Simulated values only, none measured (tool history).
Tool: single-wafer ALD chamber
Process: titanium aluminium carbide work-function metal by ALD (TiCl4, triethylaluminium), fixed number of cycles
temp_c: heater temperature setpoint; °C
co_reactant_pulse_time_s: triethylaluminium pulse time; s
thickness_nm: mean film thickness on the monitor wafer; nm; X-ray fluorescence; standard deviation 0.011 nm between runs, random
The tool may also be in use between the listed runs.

run	hour	temp_c	co_reactant_pulse_time_s	thickness_nm
1	0	290	7.8	1.8319
2	7.1	293	8.33	1.8843
3	15.7	296	8.72	1.9467
4	19.3	298	8.88	1.9564
5	22.5	300	9.15	1.9672
6	26.7	302	9.55	2.0079

For run 7, what comes out?
7	33.4	303	9.8	?

{"run 7": {"thickness_nm": 2.0148}}
